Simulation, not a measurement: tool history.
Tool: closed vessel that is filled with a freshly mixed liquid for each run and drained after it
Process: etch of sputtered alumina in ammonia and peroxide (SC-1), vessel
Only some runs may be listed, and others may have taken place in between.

run	day	temperature setpoint of the liquid (°C)	parts of 29 % ammonia solution to one part of 30 % peroxide (parts by volume)	time in the liquid (s)	thickness taken off the sputtered alumina on a monitor wafer (nm)
1	0	54	0.6	355	25.904
2	0.25	54	0.6	355	26.086
3	0.496	54	0.6	380	27.446
4	0.575	52.5	0.6	380	25.503
5	0.783	52.5	0.5	380	25.028
6	1.1	52.5	0.4	380	24.61
7	1.288	47	0.4	380	18.266
8	1.567	47	0.4	380	18.187

Predict the results of run 9:
9	1.912	47.5	0.4	380	?

{"run 9": {"thickness taken off the sputtered alumina on a monitor wafer (nm)": 18.533}}

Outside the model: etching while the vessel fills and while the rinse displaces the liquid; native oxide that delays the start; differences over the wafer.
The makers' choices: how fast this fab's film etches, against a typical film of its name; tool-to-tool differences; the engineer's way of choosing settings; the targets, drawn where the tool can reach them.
